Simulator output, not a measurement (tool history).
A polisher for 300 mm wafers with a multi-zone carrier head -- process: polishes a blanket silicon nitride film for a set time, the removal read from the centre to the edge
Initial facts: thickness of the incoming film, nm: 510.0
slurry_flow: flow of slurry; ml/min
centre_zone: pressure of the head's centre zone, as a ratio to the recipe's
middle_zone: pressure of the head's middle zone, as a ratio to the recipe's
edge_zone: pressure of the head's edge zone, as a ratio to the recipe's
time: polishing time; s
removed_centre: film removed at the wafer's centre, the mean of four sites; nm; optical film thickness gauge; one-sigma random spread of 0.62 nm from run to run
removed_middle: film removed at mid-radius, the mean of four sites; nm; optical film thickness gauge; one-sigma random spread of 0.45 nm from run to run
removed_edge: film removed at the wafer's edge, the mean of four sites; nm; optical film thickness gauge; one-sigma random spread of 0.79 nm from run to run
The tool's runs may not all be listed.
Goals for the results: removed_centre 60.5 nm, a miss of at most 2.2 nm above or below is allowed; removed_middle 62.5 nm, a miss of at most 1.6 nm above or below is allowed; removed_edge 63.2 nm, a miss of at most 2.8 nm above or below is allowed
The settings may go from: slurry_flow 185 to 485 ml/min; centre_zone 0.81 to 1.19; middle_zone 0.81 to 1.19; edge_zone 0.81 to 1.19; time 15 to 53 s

run	hour	slurry_flow	centre_zone	middle_zone	edge_zone	time	removed_centre	removed_middle	removed_edge
1	0	310	1	1	1	34	45.898	45.019	46.663
2	1.9	310	0.96	1	1	34	44.24	45.298	46.199
3	8.9	315	0.98	1.03	1.04	36	48.218	48.604	48.515
4	11.4	315	0.91	1.03	1.04	36	45.523	47.959	49.056
5	17.2	315	0.91	1.03	1.05	38	47.682	51.386	53.266
6	19.8	315	0.91	1.03	1.05	41	52.189	55.15	57.134
7	23.1	320	0.92	1.04	1.06	42	54.355	57.721	58.434
8	29	325	0.93	1.04	1.07	43	55.747	58.971	60.761
9	30.6	325	0.94	1.04	1.07	43	56.717	58.768	60.405
10	33.7	325	0.94	1.05	1.07	43	56.339	59.865	60.057
11	38.5	325	0.95	1.05	1.08	43	57.071	58.743	59.951
12	43.7	330	0.95	1.05	1.08	43	57.397	59.804	61.121
13	47.9	340	0.96	1.05	1.08	43	58.523	59.414	60.911
14	53	340	0.96	1.05	1.08	43	56.468	59.203	60.225
15	60.9	335	0.96	1.05	1.08	43	58.031	59.831	59.785

Exactly one of the 4 candidate moves below puts every result within its allowed miss. Which one?
A	68.8	350	1.16	1.12	1.1	38	?	?	?
B	68.8	370	0.94	1.02	1	46	?	?	?
C	68.8	295	0.99	1	1.07	43	?	?	?
D	68.8	400	1.07	1.12	1.04	42	?	?	?

move	removed_centre	removed_middle	removed_edge
A	58.722	56.253	55.065
B	60.07	63.253	63.875
C	57.397	57.111	60.904
D	61.347	62.8	59.618
A: misses by more than the last run did
B: every result within its allowed miss
C: misses by more than the last run did
D: the worst result of the last run now meets its target, but another is out of spec
Answer: B
